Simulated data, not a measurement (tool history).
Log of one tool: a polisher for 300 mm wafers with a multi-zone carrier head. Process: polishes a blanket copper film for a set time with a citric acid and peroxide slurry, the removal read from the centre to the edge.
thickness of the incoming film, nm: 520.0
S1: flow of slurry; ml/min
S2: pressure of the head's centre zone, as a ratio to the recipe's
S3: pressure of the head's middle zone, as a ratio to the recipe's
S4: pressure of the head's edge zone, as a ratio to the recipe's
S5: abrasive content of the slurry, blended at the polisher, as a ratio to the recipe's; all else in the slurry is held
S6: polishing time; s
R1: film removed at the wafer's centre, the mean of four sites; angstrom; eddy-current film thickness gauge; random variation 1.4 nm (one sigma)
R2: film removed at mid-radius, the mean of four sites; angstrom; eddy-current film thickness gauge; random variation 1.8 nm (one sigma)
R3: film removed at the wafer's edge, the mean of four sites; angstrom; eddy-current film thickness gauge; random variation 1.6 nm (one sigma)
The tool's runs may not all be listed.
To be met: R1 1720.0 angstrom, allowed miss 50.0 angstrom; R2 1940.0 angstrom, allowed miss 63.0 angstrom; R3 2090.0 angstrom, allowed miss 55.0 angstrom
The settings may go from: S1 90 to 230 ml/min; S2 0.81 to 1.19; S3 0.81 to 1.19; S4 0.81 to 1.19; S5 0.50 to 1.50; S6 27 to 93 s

run	hour	S1	S2	S3	S4	S5	S6	R1	R2	R3
1	0.0	150	1.00	1.00	1.00	1.00	59	1516.9	1544.0	1547.8
2	0.8	150	1.00	1.00	1.08	1.00	59	1510.7	1577.8	1603.2
3	2.1	175	1.00	1.00	1.08	1.00	59	1563.8	1600.1	1661.2
4	6.0	175	1.00	1.00	1.08	1.10	59	1614.5	1647.8	1709.9
5	9.2	175	1.08	1.00	1.08	1.10	59	1741.2	1636.4	1705.5
6	17.6	185	1.04	1.00	1.11	1.20	59	1723.2	1709.1	1765.0
7	20.9	190	1.01	0.99	1.13	1.25	60	1755.6	1721.7	1847.0
8	28.5	205	0.91	1.08	1.19	1.50	62	1714.6	2022.6	2077.0
9	34.2	205	0.91	1.07	1.19	1.50	62	1734.9	2009.0	2065.2

Which of these 5 next moves meets every target?
A	39.9	220	0.87	1.15	1.14	1.50	63	?	?	?
B	39.9	180	0.91	1.01	1.19	1.30	66	?	?	?
C	39.9	155	0.87	0.95	1.19	1.45	69	?	?	?
D	39.9	200	0.87	1.14	1.14	1.50	62	?	?	?
E	39.9	210	0.93	1.12	1.12	1.50	61	?	?	?

move	R1	R2	R3
A	1717.8	2176.3	2083.2
B	1748.8	1956.4	2101.0
C	1744.9	1974.7	2220.0
D	1665.0	2100.8	2029.8
E	1766.0	2057.3	1989.9
A: further off than the last run
B: meets every target
C: brings the result that was furthest off to its target, and leaves another outside
D: further off than the last run
E: further off than the last run
Move B is the one to make.
